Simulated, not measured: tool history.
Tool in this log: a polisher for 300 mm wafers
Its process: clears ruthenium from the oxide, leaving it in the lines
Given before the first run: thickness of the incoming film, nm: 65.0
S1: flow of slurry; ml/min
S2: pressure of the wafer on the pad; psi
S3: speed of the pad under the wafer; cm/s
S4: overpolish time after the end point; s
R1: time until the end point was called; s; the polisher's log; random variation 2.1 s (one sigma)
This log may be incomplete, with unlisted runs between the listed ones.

run,hour,S1,S2,S3,S4,R1
1,0.0,125,1.7,86,7,107.700
2,5.6,125,2.0,86,7,93.095
3,10.4,125,2.0,86,7,94.405
4,16.1,125,1.8,84,7,105.250
5,21.4,125,1.7,82,7,115.310
6,30.0,110,1.7,82,7,115.690
7,37.1,110,1.6,82,7,123.800
8,45.7,110,1.5,82,7,129.500
9,48.2,110,1.4,82,7,140.010
10,50.7,110,1.3,82,7,146.870

Predict the results of run 11:
11,52.9,110,1.2,82,7,?

R1: 158.430 s

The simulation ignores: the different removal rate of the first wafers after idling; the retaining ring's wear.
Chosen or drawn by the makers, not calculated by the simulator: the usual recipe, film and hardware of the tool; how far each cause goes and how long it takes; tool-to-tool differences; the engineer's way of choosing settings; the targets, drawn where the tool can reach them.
